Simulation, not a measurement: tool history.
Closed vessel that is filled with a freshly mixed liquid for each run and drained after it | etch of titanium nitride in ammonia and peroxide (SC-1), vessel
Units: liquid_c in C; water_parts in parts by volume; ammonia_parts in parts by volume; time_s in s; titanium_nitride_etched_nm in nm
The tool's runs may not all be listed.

Run 1, day 0.000: liquid_c 52.0 C, water_parts 10.5 parts by volume, ammonia_parts 0.95 parts by volume, time_s 560 s. Result: titanium_nitride_etched_nm 42.412 nm.
Run 2, day 0.346: liquid_c 49.0 C, water_parts 10.5 parts by volume, ammonia_parts 0.95 parts by volume, time_s 560 s. Result: titanium_nitride_etched_nm 34.036 nm.
Run 3, day 0.604: liquid_c 49.5 C, water_parts 10.5 parts by volume, ammonia_parts 0.95 parts by volume, time_s 560 s. Result: titanium_nitride_etched_nm 35.357 nm.
Run 4, day 0.929: liquid_c 49.5 C, water_parts 13.5 parts by volume, ammonia_parts 0.95 parts by volume, time_s 560 s. Result: titanium_nitride_etched_nm 30.808 nm.
Run 5, day 1.112: liquid_c 50.0 C, water_parts 13.5 parts by volume, ammonia_parts 0.95 parts by volume, time_s 560 s. Result: titanium_nitride_etched_nm 32.290 nm.
Run 6, day 1.329: liquid_c 50.0 C, water_parts 13.5 parts by volume, ammonia_parts 0.75 parts by volume, time_s 560 s. Result: titanium_nitride_etched_nm 30.744 nm.

The next listed run, before its measurement:
Run 7, day 1.479: liquid_c 50.5 C, water_parts 13.5 parts by volume, ammonia_parts 0.75 parts by volume, time_s 560 s. Result: titanium_nitride_etched_nm ?.

titanium_nitride_etched_nm: 32.246 nm
